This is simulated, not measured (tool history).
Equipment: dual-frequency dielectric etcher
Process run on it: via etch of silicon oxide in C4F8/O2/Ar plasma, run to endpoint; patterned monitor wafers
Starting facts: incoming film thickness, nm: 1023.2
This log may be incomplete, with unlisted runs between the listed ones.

run 1 hour=0.0 | source_power_(kW)=2.340 bias_power_(kW)=2.830 | endpoint_time_(s)=185.81
run 2 hour=2.8 | source_power_(kW)=2.420 bias_power_(kW)=2.876 | endpoint_time_(s)=180.78
run 3 hour=5.9 | source_power_(kW)=2.420 bias_power_(kW)=3.095 | endpoint_time_(s)=177.93
run 4 hour=11.9 | source_power_(kW)=2.240 bias_power_(kW)=3.095 | endpoint_time_(s)=187.35
run 5 hour=15.7 | source_power_(kW)=2.240 bias_power_(kW)=2.879 | endpoint_time_(s)=189.91
run 6 hour=17.6 | source_power_(kW)=1.970 bias_power_(kW)=2.879 | endpoint_time_(s)=209.05

For run 7, what comes out?
run 7 hour=22.7 | source_power_(kW)=2.060 bias_power_(kW)=2.904 | endpoint_time_(s)=?

endpoint time (s): 201.29

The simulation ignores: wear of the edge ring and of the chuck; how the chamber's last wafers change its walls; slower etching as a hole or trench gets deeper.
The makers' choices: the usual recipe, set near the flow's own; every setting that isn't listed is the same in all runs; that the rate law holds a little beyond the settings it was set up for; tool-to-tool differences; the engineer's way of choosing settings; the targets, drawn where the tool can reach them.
